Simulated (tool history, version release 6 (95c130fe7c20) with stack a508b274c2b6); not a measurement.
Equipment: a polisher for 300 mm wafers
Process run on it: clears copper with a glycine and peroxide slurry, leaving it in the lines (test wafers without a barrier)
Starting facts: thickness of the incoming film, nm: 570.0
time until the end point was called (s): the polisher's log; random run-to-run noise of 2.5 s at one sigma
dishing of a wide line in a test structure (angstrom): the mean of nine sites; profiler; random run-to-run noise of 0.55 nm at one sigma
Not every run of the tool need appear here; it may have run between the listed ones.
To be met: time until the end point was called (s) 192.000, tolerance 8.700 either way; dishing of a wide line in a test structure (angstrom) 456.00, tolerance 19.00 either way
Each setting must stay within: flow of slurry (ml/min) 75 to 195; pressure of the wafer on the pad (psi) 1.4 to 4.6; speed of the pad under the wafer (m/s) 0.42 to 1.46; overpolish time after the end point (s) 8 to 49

| run | hour | flow of slurry (ml/min) | pressure of the wafer on the pad (psi) | speed of the pad under the wafer (m/s) | overpolish time after the end point (s) | time until the end point was called (s) | dishing of a wide line in a test structure (angstrom) |
|---|---|---|---|---|---|---|---|
| 1 | 0.0 | 125 | 3.0 | 0.94 | 25 | 104.970 | 481.30 |
| 2 | 2.6 | 125 | 2.8 | 0.92 | 26 | 112.880 | 478.25 |
| 3 | 6.7 | 125 | 2.6 | 0.90 | 27 | 124.560 | 474.53 |
| 4 | 15.5 | 125 | 2.6 | 0.90 | 19 | 123.790 | 394.91 |
| 5 | 20.3 | 125 | 3.2 | 0.90 | 19 | 104.400 | 426.10 |
| 6 | 28.1 | 125 | 3.9 | 0.90 | 19 | 87.828 | 482.05 |
| 7 | 34.1 | 125 | 3.6 | 0.88 | 21 | 96.446 | 472.63 |
| 8 | 38.2 | 125 | 3.4 | 0.86 | 23 | 104.110 | 478.94 |
| 9 | 40.3 | 125 | 3.2 | 0.84 | 24 | 107.430 | 473.19 |

Which of these 4 next moves meets every target?
| A | 42.4 | 120 | 2.1 | 0.78 | 47 | ? | ? |
| B | 42.4 | 150 | 3.8 | 0.94 | 17 | ? | ? |
| C | 42.4 | 90 | 2.8 | 0.50 | 36 | ? | ? |
| D | 42.4 | 145 | 4.5 | 1.20 | 14 | ? | ? |

| move | time until the end point was called (s) | dishing of a wide line in a test structure (angstrom) |
|---|---|---|
| A | 159.720 | 510.83 |
| B | 82.554 | 450.91 |
| C | 187.620 | 451.23 |
| D | 58.098 | 480.33 |
A: closer than the last run, but not yet in spec
B: moves away from the targets compared with the last run
C: each result inside its tolerance
D: moves away from the targets compared with the last run
Move C is the one to make.

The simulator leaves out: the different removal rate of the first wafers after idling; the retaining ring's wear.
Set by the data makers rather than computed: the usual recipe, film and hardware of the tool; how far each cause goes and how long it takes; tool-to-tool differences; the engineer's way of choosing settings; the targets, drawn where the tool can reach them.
